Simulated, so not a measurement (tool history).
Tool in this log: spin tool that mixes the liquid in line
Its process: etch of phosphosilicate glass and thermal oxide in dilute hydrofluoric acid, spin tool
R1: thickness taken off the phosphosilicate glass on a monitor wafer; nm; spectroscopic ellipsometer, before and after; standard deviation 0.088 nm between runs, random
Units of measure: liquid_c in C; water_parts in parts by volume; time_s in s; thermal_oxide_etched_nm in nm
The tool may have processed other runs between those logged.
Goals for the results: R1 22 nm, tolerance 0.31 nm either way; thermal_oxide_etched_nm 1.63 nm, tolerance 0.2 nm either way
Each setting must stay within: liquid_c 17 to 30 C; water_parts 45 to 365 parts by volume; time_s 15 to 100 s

Run 1, hour 0: liquid_c 22 C, water_parts 205 parts by volume, time_s 50 s. Result: R1 12.355 nm, thermal_oxide_etched_nm 0.88181 nm.
Run 2, hour 4.3: liquid_c 23.5 C, water_parts 205 parts by volume, time_s 50 s. Result: R1 13.079 nm, thermal_oxide_etched_nm 0.98858 nm.
Run 3, hour 4.8: liquid_c 25 C, water_parts 190 parts by volume, time_s 50 s. Result: R1 15.287 nm, thermal_oxide_etched_nm 1.1121 nm.
Run 4, hour 9.2: liquid_c 26 C, water_parts 185 parts by volume, time_s 50 s. Result: R1 16.283 nm, thermal_oxide_etched_nm 1.1678 nm.
Run 5, hour 13.5: liquid_c 26 C, water_parts 185 parts by volume, time_s 60 s. Result: R1 19.494 nm, thermal_oxide_etched_nm 1.4119 nm.
Run 6, hour 19.8: liquid_c 27 C, water_parts 185 parts by volume, time_s 60 s. Result: R1 20.221 nm, thermal_oxide_etched_nm 1.5031 nm.
Run 7, hour 25.5: liquid_c 27.5 C, water_parts 185 parts by volume, time_s 60 s. Result: R1 20.561 nm, thermal_oxide_etched_nm 1.5132 nm.
Run 8, hour 29.9: liquid_c 28 C, water_parts 185 parts by volume, time_s 60 s. Result: R1 20.877 nm, thermal_oxide_etched_nm 1.6284 nm.

Which single option among these 4 for the next run brings every result within its allowed miss of target? Just one does.
Run A, hour 34.3: liquid_c 28.5 C, water_parts 180 parts by volume, time_s 60 s. Result: R1 ?, thermal_oxide_etched_nm ?.
Run B, hour 34.3: liquid_c 29 C, water_parts 235 parts by volume, time_s 75 s. Result: R1 ?, thermal_oxide_etched_nm ?.
Run C, hour 34.3: liquid_c 30 C, water_parts 190 parts by volume, time_s 55 s. Result: R1 ?, thermal_oxide_etched_nm ?.
Run D, hour 34.3: liquid_c 27 C, water_parts 125 parts by volume, time_s 40 s. Result: R1 ?, thermal_oxide_etched_nm ?.

move      R1  thermal_oxide_etched_nm
   A  22.118                   1.6526
   B   20.19                   1.5086
   C  20.003                   1.4946
   D  21.516                   1.6077
A: all results in spec
B: moves away from the targets compared with the last run
C: moves away from the targets compared with the last run
D: nearer the targets than the last run, but a result is still out of spec
Go with A: it meets all targets.

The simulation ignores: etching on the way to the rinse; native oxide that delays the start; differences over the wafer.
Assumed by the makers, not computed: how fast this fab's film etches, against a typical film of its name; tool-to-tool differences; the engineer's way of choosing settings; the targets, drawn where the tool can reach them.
